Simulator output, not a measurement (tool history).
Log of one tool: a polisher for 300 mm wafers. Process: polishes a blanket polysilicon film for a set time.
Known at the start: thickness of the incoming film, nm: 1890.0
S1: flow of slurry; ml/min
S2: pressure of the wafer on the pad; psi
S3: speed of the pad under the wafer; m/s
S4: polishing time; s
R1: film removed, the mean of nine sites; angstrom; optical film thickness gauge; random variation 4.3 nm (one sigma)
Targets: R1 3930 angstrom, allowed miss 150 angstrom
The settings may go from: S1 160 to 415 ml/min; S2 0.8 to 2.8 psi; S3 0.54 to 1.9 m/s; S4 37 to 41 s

run 1 hour=0 | S1=265 S2=1.8 S3=1.22 S4=41 | R1=2668.4
run 2 hour=6.9 | S1=205 S2=1.8 S3=1.22 S4=41 | R1=2569.1
run 3 hour=10.7 | S1=210 S2=1.9 S3=1.22 S4=41 | R1=2732.1
run 4 hour=17.8 | S1=210 S2=2.1 S3=1.22 S4=41 | R1=3006
run 5 hour=25.4 | S1=210 S2=2.1 S3=1.22 S4=41 | R1=3003.5
run 6 hour=32.5 | S1=210 S2=2.3 S3=1.22 S4=41 | R1=3220
run 7 hour=35.9 | S1=210 S2=2.4 S3=1.22 S4=41 | R1=3414.5
run 8 hour=42.3 | S1=215 S2=2.6 S3=1.22 S4=41 | R1=3741.7

5 next moves are on the table. One of them brings every result within its allowed miss. Which?
run A hour=48.7 | S1=205 S2=2.4 S3=1.44 S4=37 | R1=?
run B hour=48.7 | S1=255 S2=2.5 S3=1.34 S4=38 | R1=?
run C hour=48.7 | S1=295 S2=2.4 S3=1.36 S4=37 | R1=?
run D hour=48.7 | S1=240 S2=2.6 S3=1.18 S4=40 | R1=?
run E hour=48.7 | S1=320 S2=2.6 S3=1.28 S4=40 | R1=?

move=A R1=3572.3
move=B R1=3683.6
move=C R1=3547.4
move=D R1=3571.3
move=E R1=3958.2
A: further off than the last run
B: further off than the last run
C: further off than the last run
D: further off than the last run
E: meets every target
Move E is the one to make.
